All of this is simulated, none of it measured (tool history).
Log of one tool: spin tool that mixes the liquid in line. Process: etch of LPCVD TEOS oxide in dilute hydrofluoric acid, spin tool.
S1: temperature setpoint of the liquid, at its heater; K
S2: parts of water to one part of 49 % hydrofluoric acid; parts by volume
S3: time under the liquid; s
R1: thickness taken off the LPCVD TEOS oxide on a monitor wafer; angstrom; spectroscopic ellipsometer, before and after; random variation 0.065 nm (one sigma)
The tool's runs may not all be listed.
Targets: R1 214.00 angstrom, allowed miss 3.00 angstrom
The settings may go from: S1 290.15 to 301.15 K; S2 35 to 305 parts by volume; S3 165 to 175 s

run,hour,S1,S2,S3,R1
1,0.0,293.15,170,165,132.21
2,2.4,294.15,170,165,136.71
3,5.3,295.15,165,165,147.06
4,11.9,295.15,210,165,110.64
5,14.5,296.15,200,165,121.31
6,22.6,297.15,190,165,133.94
7,30.3,297.65,180,165,145.72
8,38.9,301.15,135,165,233.85
9,40.8,300.65,135,165,229.85

5 next moves are on the table. One of them brings every result within its allowed miss. Which?
A,42.7,301.15,130,165,?
B,42.7,298.65,135,165,?
C,42.7,296.65,130,165,?
D,42.7,299.15,130,170,?
E,42.7,299.15,120,165,?

move,R1
A,244.40
B,212.86
C,205.88
D,233.54
E,248.62
A: further off than the last run
B: meets every target
C: takes the result that was furthest off past its target
D: further off than the last run
E: further off than the last run
Move B is the one to make.

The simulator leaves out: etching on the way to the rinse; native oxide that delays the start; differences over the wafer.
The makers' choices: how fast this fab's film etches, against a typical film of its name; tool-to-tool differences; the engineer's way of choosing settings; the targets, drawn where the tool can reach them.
